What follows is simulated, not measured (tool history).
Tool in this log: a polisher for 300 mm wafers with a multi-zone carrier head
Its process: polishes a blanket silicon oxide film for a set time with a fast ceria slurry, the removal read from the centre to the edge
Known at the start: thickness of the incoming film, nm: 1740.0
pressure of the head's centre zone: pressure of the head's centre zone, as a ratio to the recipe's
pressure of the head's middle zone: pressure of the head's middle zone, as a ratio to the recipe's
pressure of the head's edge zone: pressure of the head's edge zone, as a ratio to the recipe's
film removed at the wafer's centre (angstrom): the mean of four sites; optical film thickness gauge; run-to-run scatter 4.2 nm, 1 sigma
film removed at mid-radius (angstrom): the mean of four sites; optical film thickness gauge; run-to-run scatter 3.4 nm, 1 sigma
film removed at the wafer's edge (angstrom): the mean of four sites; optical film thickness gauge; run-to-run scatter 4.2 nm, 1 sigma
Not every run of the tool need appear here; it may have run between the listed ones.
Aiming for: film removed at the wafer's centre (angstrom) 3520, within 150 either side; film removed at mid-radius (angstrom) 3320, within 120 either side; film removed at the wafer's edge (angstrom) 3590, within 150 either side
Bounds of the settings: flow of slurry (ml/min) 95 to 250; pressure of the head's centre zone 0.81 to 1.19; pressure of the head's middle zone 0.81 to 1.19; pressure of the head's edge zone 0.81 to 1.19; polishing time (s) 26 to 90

| run | hour | flow of slurry (ml/min) | pressure of the head's centre zone | pressure of the head's middle zone | pressure of the head's edge zone | polishing time (s) | film removed at the wafer's centre (angstrom) | film removed at mid-radius (angstrom) | film removed at the wafer's edge (angstrom) |
|---|---|---|---|---|---|---|---|---|---|
| 1 | 0 | 160 | 1 | 1 | 1 | 58 | 5225.1 | 5179.1 | 5243.3 |
| 2 | 1.6 | 160 | 1 | 1 | 1 | 69 | 6208.7 | 6113.9 | 6095.6 |
| 3 | 8.6 | 160 | 1 | 1 | 1 | 55 | 4907.5 | 4817.6 | 4861 |
| 4 | 9.7 | 160 | 1.06 | 1 | 1 | 55 | 5243.3 | 4854.4 | 4931.9 |
| 5 | 16.4 | 160 | 1.06 | 1 | 1.05 | 55 | 5375.8 | 4917.1 | 5062.4 |
| 6 | 17.5 | 155 | 1.04 | 0.97 | 1 | 50 | 4674.2 | 4234.5 | 4527.9 |
| 7 | 22.8 | 150 | 1.02 | 0.96 | 0.96 | 47 | 4131.4 | 3929 | 4148.1 |
| 8 | 28.5 | 145 | 1.02 | 0.94 | 0.92 | 46 | 4097.5 | 3756.9 | 3871.6 |
| 9 | 31.2 | 135 | 1 | 0.92 | 0.91 | 46 | 4004.5 | 3583.9 | 3824.1 |
| 10 | 35.3 | 130 | 0.97 | 0.92 | 0.9 | 46 | 3896.1 | 3588.7 | 3854.9 |
| 11 | 37.3 | 125 | 0.95 | 0.91 | 0.88 | 45 | 3630.2 | 3555.8 | 3679.3 |
| 12 | 43.6 | 120 | 0.95 | 0.9 | 0.88 | 45 | 3599.6 | 3443.9 | 3566.2 |

Below are 4 possible settings for the next run. Only one of them brings all results inside the allowed miss of their targets. Which is it?
| A | 49.9 | 100 | 0.97 | 0.98 | 0.86 | 46 | ? | ? | ? |
| B | 49.9 | 110 | 1.09 | 0.9 | 0.82 | 45 | ? | ? | ? |
| C | 49.9 | 95 | 0.99 | 0.99 | 0.81 | 46 | ? | ? | ? |
| D | 49.9 | 155 | 0.92 | 0.85 | 0.86 | 43 | ? | ? | ? |

| move | film removed at the wafer's centre (angstrom) | film removed at mid-radius (angstrom) | film removed at the wafer's edge (angstrom) |
|---|---|---|---|
| A | 3513.5 | 3616.5 | 3557.9 |
| B | 3976.1 | 3376.6 | 3470.6 |
| C | 3527.8 | 3595.2 | 3430.8 |
| D | 3481.8 | 3317.5 | 3572.1 |
A: misses by more than the last run did
B: meets the target for the result that was furthest off, but another lies outside its allowed miss
C: misses by more than the last run did
D: hits every target within its allowed miss
D meets every target.
